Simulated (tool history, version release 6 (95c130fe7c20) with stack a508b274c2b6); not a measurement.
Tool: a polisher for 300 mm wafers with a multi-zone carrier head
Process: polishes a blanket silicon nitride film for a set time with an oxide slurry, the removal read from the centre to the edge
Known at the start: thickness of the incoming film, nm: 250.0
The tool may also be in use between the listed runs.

run  hour  flow of slurry (ml/min)  pressure of the head's centre zone  pressure of the head's middle zone  pressure of the head's edge zone  abrasive content of the slurry  polishing time (s)  film removed at the wafer's centre (angstrom)  film removed at mid-radius (angstrom)  film removed at the wafer's edge (angstrom)
  1     0                      275                                   1                                   1                                 1                               1                  52                                         379.35                                 375.87                                       379.45
  2   7.7                      275                                   1                                   1                                 1                             1.1                  52                                         398.53                                 394.06                                       400.98
  3  15.8                      275                                   1                                   1                                 1                             1.2                  52                                         414.03                                 401.08                                        417.6
  4  18.4                      285                                0.98                                1.03                              1.05                             1.3                  52                                         418.76                                  433.5                                       438.22
  5  22.5                      285                                0.98                                1.03                              1.05                             1.2                  52                                         410.33                                 415.91                                       424.04
  6  30.4                      280                                0.95                                1.03                              1.08                             1.3                  53                                         419.07                                  435.4                                       443.27

The next listed run, before its measurement:
  7  38.9                      305                                0.91                                1.02                              1.11                            1.35                  55                                              ?                                      ?                                            ?

film removed at the wafer's centre (angstrom): 423.03
film removed at mid-radius (angstrom): 460.41
film removed at the wafer's edge (angstrom): 481.63
